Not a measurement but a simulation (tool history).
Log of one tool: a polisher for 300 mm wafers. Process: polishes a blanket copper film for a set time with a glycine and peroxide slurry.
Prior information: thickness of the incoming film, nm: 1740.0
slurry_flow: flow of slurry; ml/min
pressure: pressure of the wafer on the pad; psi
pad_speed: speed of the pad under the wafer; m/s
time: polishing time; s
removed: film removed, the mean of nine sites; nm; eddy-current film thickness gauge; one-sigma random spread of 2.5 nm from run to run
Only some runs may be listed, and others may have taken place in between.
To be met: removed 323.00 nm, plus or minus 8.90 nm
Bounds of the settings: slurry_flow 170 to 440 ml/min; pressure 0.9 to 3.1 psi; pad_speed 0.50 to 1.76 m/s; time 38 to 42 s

{"run": 1, "hour": 0.0, "slurry_flow": 280, "pressure": 2.0, "pad_speed": 1.12, "time": 42, "removed": 216.51}
{"run": 2, "hour": 4.2, "slurry_flow": 280, "pressure": 2.0, "pad_speed": 1.22, "time": 42, "removed": 229.95}
{"run": 3, "hour": 5.6, "slurry_flow": 280, "pressure": 2.0, "pad_speed": 1.22, "time": 42, "removed": 229.38}
{"run": 4, "hour": 12.8, "slurry_flow": 285, "pressure": 2.2, "pad_speed": 1.22, "time": 42, "removed": 248.49}
{"run": 5, "hour": 17.5, "slurry_flow": 285, "pressure": 2.4, "pad_speed": 1.22, "time": 42, "removed": 264.2}
{"run": 6, "hour": 22.7, "slurry_flow": 290, "pressure": 2.6, "pad_speed": 1.22, "time": 42, "removed": 285.43}
{"run": 7, "hour": 28.0, "slurry_flow": 290, "pressure": 2.7, "pad_speed": 1.22, "time": 42, "removed": 294.83}
{"run": 8, "hour": 34.2, "slurry_flow": 290, "pressure": 2.8, "pad_speed": 1.22, "time": 42, "removed": 306.29}

Pick the move, out of 4, that brings all results within their allowed miss; only one does.
{"run": "A", "hour": 40.4, "slurry_flow": 280, "pressure": 3.1, "pad_speed": 1.26, "time": 40, "removed": "?"}
{"run": "B", "hour": 40.4, "slurry_flow": 275, "pressure": 3.1, "pad_speed": 1.08, "time": 42, "removed": "?"}
{"run": "C", "hour": 40.4, "slurry_flow": 275, "pressure": 2.6, "pad_speed": 1.3, "time": 39, "removed": "?"}
{"run": "D", "hour": 40.4, "slurry_flow": 320, "pressure": 2.4, "pad_speed": 1.44, "time": 39, "removed": "?"}

move=A removed=326.61
move=B removed=299.92
move=C removed=280.76
move=D removed=289.82
A: each result inside its tolerance
B: its largest miss is bigger than the last run's
C: its largest miss is bigger than the last run's
D: its largest miss is bigger than the last run's
Correct choice: A, which meets every target
